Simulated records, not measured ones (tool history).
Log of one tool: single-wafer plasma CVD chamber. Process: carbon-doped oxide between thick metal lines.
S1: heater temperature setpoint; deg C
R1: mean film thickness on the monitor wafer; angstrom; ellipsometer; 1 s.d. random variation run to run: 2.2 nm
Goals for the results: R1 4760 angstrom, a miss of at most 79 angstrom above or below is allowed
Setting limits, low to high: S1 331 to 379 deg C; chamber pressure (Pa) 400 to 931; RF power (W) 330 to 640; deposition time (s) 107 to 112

run 1 hour=0 | S1=355 chamber_pressure_(Pa)=665 RF_power_(W)=485 deposition_time_(s)=112 | R1=5721.3
run 2 hour=1.5 | S1=357 chamber_pressure_(Pa)=612 RF_power_(W)=465 deposition_time_(s)=112 | R1=5465.3
run 3 hour=6.9 | S1=357 chamber_pressure_(Pa)=612 RF_power_(W)=410 deposition_time_(s)=112 | R1=5030.7
run 4 hour=9.4 | S1=359 chamber_pressure_(Pa)=589 RF_power_(W)=410 deposition_time_(s)=112 | R1=5011.7
run 5 hour=17.3 | S1=359 chamber_pressure_(Pa)=589 RF_power_(W)=350 deposition_time_(s)=112 | R1=4453.9
run 6 hour=18.8 | S1=365 chamber_pressure_(Pa)=589 RF_power_(W)=350 deposition_time_(s)=112 | R1=4433.9
run 7 hour=19.9 | S1=363 chamber_pressure_(Pa)=624 RF_power_(W)=355 deposition_time_(s)=112 | R1=4531.9
run 8 hour=27.9 | S1=362 chamber_pressure_(Pa)=649 RF_power_(W)=355 deposition_time_(s)=112 | R1=4557.6
run 9 hour=34 | S1=361 chamber_pressure_(Pa)=671 RF_power_(W)=355 deposition_time_(s)=112 | R1=4662.4
run 10 hour=39.2 | S1=360 chamber_pressure_(Pa)=677 RF_power_(W)=355 deposition_time_(s)=112 | R1=4601.8
run 11 hour=42.4 | S1=359 chamber_pressure_(Pa)=696 RF_power_(W)=355 deposition_time_(s)=112 | R1=4654.7

4 next moves are on the table. One of them brings every result within its allowed miss. Which?
run A hour=45.6 | S1=358 chamber_pressure_(Pa)=683 RF_power_(W)=355 deposition_time_(s)=108 | R1=?
run B hour=45.6 | S1=361 chamber_pressure_(Pa)=697 RF_power_(W)=345 deposition_time_(s)=112 | R1=?
run C hour=45.6 | S1=356 chamber_pressure_(Pa)=603 RF_power_(W)=370 deposition_time_(s)=112 | R1=?
run D hour=45.6 | S1=352 chamber_pressure_(Pa)=657 RF_power_(W)=350 deposition_time_(s)=111 | R1=?

move=A R1=4462.5
move=B R1=4521.9
move=C R1=4691.2
move=D R1=4572.3
A: its largest miss is bigger than the last run's
B: its largest miss is bigger than the last run's
C: all results in spec
D: its largest miss is bigger than the last run's
The right move is C.
